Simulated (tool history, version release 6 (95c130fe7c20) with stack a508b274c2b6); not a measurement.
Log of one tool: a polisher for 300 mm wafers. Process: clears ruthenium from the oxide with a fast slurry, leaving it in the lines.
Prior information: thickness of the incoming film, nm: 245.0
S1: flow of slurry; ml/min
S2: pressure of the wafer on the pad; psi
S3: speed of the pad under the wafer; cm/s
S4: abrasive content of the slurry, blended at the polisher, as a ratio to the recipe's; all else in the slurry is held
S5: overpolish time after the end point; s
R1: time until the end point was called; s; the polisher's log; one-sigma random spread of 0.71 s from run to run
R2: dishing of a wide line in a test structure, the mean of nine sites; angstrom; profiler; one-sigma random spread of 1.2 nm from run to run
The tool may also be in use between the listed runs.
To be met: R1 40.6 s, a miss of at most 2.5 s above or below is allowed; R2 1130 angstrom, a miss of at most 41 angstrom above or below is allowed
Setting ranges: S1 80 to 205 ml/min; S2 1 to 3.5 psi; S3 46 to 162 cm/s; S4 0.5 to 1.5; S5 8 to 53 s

run  hour   S1   S2   S3    S4  S5      R1      R2
  1     0  135  2.2  104     1  27  58.232  745.48
  2   4.3  135  1.8  104     1  27  71.067   650.2
  3   6.2  135  1.6  104     1  27   78.27  600.84
  4   9.3  135  1.2  104     1  27   98.55  486.38
  5  14.6  135  1.2  104  0.85  27  107.31   468.6
  6  18.3  135  1.2  128  0.85  27  91.553  538.24
  7  23.4  135  1.7  130  0.85  28  62.774  713.21
  8  29.2  135  1.7  130  0.85  28  64.175  713.83
  9  31.7  135  1.9  130  0.85  29  58.797  790.75
 10  33.4  135  2.1  130  0.85  30  52.701  852.85
 11  35.9  135  2.2  130  0.85  31  49.724  892.22
 12  42.6  135  2.6  132  0.85  36  42.614  1091.5
 13  49.4  140  2.6  132  0.85  36  42.906  1078.9

Exercise: of the 5 proposed moves below, exactly one satisfies all targets within the stated allowed misses. Which move is it?
  A  56.2  145  2.8  112  0.75  41   ?   ?
  B  56.2  150  2.4  130  0.85  38   ?   ?
  C  56.2  180  2.7  134  0.85  41   ?   ?
  D  56.2  130  2.7  128   0.9  34   ?   ?
  E  56.2  150  2.2  152  0.95  38   ?   ?

move      R1      R2
   A  47.265  1092.9
   B  45.935  1066.3
   C  39.009    1197
   D  41.883  1055.7
   E  41.895  1117.7
A: gets the furthest-off result to its target, but another result is out of tolerance
B: its largest miss is bigger than the last run's
C: takes the biggest miss from the last run beyond its target
D: its largest miss is bigger than the last run's
E: in spec on every target
The move that meets every target is E.

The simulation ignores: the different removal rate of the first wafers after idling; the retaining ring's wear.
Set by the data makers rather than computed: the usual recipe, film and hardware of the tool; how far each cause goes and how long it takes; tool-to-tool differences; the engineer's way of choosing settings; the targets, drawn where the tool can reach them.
